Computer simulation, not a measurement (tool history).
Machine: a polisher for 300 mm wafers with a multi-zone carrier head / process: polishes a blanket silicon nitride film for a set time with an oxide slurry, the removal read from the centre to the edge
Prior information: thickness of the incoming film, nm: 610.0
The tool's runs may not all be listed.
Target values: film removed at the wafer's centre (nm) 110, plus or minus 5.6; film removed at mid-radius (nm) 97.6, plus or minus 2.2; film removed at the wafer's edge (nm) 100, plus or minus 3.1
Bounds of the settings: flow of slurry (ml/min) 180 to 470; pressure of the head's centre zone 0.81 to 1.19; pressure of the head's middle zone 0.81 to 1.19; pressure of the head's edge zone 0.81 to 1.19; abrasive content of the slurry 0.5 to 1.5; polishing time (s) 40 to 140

run,hour,flow of slurry (ml/min),pressure of the head's centre zone,pressure of the head's middle zone,pressure of the head's edge zone,abrasive content of the slurry,polishing time (s),film removed at the wafer's centre (nm),film removed at mid-radius (nm),film removed at the wafer's edge (nm)
1,0,300,1,1,1,1,90,66.505,64.992,63.96
2,0.5,300,1,1,1,1,105,76.369,75.52,74.212
3,5.2,300,1,0.92,1,1,105,76.631,71.71,74.431
4,10.2,345,1,0.92,1,1,105,78.992,71.992,76.152
5,13.7,345,1,0.92,1.06,1,105,79.065,71.836,79.486
6,20.4,345,1,0.92,1.12,1,105,78.354,71.598,80.848
7,24.7,355,1.02,0.94,1.13,1.05,105,84.134,75.548,84.817
8,27.2,365,1.03,0.96,1.14,1.05,105,84.975,76.692,85.118
9,33.4,375,1.04,0.98,1.15,1.1,105,85.468,81.405,86.771
10,35.1,375,1.06,0.98,1.15,1.15,105,91.933,83.343,89.479
11,42.4,380,1.07,0.99,1.16,1.15,105,92.35,84.148,89.952
12,48.7,385,1.08,1,1.16,1.2,105,93.169,86.695,93.946
13,51,385,1.08,1,1.16,1.2,105,95.648,86.476,92.682
14,57.6,390,1.09,1.01,1.16,1.2,105,97.002,87.67,92.811
15,60.6,395,1.1,1.02,1.16,1.2,105,99.65,89.317,92.571
16,66.5,400,1.11,1.02,1.16,1.2,105,97.956,89.137,92.836
17,68.6,400,1.12,1.02,1.16,1.2,105,100.59,88.082,91.686
18,74.2,405,1.14,1.04,1.17,1.3,105,102.39,93.782,97.76
19,74.8,410,1.15,1.04,1.17,1.3,105,107.71,94.419,97.461
20,78,415,1.15,1.04,1.17,1.3,105,106.06,94.232,97.436
21,81.5,420,1.16,1.05,1.18,1.3,105,105.41,94.875,97.717

Exactly one of the 4 candidate moves below puts every result within its allowed miss. Which one?
A,85,455,1.05,1.01,1.19,1.4,103,?,?,?
B,85,465,1.17,1.07,1.19,1.2,111,?,?,?
C,85,310,1.04,1.04,1.19,1.45,103,?,?,?
D,85,430,1.07,1.16,1.18,1.25,104,?,?,?

move,film removed at the wafer's centre (nm),film removed at mid-radius (nm),film removed at the wafer's edge (nm)
A,99.843,92.93,100.6
B,111.41,97.545,100.5
C,97.365,94.044,99.915
D,97.011,99.64,95.303
A: its largest miss is bigger than the last run's
B: all results in spec
C: its largest miss is bigger than the last run's
D: brings the result that was furthest off to its target, and leaves another outside
Correct choice: B, which meets every target
